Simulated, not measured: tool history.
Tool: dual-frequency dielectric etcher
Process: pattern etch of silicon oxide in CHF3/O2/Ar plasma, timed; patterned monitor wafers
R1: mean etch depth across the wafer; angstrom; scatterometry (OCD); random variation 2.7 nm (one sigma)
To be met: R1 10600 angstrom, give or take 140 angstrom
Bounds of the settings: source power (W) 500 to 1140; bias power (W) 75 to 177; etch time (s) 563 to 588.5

run 1 hour=0 | source_power_(W)=820 bias_power_(W)=126 etch_time_(s)=563 | R1=11700
run 2 hour=7.4 | source_power_(W)=760 bias_power_(W)=125 etch_time_(s)=563 | R1=11399
run 3 hour=14 | source_power_(W)=760 bias_power_(W)=147 etch_time_(s)=563 | R1=11928
run 4 hour=21.4 | source_power_(W)=760 bias_power_(W)=128 etch_time_(s)=563 | R1=11453
run 5 hour=26.4 | source_power_(W)=760 bias_power_(W)=145 etch_time_(s)=563 | R1=11868
run 6 hour=29.2 | source_power_(W)=690 bias_power_(W)=144 etch_time_(s)=563 | R1=11425
run 7 hour=30.8 | source_power_(W)=650 bias_power_(W)=143 etch_time_(s)=563 | R1=11162
run 8 hour=32 | source_power_(W)=620 bias_power_(W)=142 etch_time_(s)=563 | R1=10911
run 9 hour=37.7 | source_power_(W)=600 bias_power_(W)=142 etch_time_(s)=563 | R1=10810

Exactly one of the 5 candidate moves below puts every result within its allowed miss. Which one?
run A hour=43.4 | source_power_(W)=610 bias_power_(W)=133 etch_time_(s)=584 | R1=?
run B hour=43.4 | source_power_(W)=610 bias_power_(W)=141 etch_time_(s)=575.5 | R1=?
run C hour=43.4 | source_power_(W)=630 bias_power_(W)=129 etch_time_(s)=578.5 | R1=?
run D hour=43.4 | source_power_(W)=590 bias_power_(W)=139 etch_time_(s)=563 | R1=?
run E hour=43.4 | source_power_(W)=550 bias_power_(W)=154 etch_time_(s)=584 | R1=?

move=A R1=11039
move=B R1=11060
move=C R1=10975
move=D R1=10642
move=E R1=11080
A: misses by more than the last run did
B: misses by more than the last run did
C: misses by more than the last run did
D: every result lands within tolerance
E: misses by more than the last run did
D is the move that brings every result within its allowed miss.
